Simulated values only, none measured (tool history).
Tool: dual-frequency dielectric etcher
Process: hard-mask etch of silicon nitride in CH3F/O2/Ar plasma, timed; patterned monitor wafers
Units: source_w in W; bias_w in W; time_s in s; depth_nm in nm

run 1 hour=0.0 | source_w=370 bias_w=98 time_s=104.0 | depth_nm=87.316
run 2 hour=1.3 | source_w=350 bias_w=94 time_s=103.5 | depth_nm=84.086
run 3 hour=2.4 | source_w=330 bias_w=91 time_s=103.0 | depth_nm=81.834
run 4 hour=4.3 | source_w=330 bias_w=91 time_s=104.0 | depth_nm=82.116
run 5 hour=7.7 | source_w=310 bias_w=87 time_s=103.5 | depth_nm=77.660
-- hour=10.9 bias power generator calibrated
run 6 hour=10.9 | source_w=310 bias_w=87 time_s=104.0 | depth_nm=77.754

Run 7 is up next; what results do you expect?
run 7 hour=16.9 | source_w=300 bias_w=86 time_s=104.0 | depth_nm=?

Run 7 came out at depth_nm 76.667 nm.
